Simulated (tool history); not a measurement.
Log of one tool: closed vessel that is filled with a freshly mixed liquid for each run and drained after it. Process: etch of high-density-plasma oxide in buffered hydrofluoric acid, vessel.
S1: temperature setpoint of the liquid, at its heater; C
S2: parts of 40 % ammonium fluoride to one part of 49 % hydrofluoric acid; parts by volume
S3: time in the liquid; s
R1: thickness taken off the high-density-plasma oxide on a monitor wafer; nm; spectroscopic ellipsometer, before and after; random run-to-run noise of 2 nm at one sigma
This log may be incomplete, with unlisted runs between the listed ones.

run	hour	S1	S2	S3	R1
1	0.0	21.0	7.5	100	199.95
2	4.2	21.0	8.5	100	174.97
3	12.1	23.5	8.0	100	213.58
4	15.3	25.5	8.0	100	240.12
5	17.2	22.5	8.0	100	204.59
6	25.6	25.0	8.0	100	232.78
7	27.2	26.5	8.0	100	249.08
8	36.4	27.5	8.0	100	267.63
9	44.5	28.0	8.0	100	273.23

Run 10 comes next. What will it give?
10	51.1	28.5	8.0	100	?

{"run 10": {"R1": 281.9}}
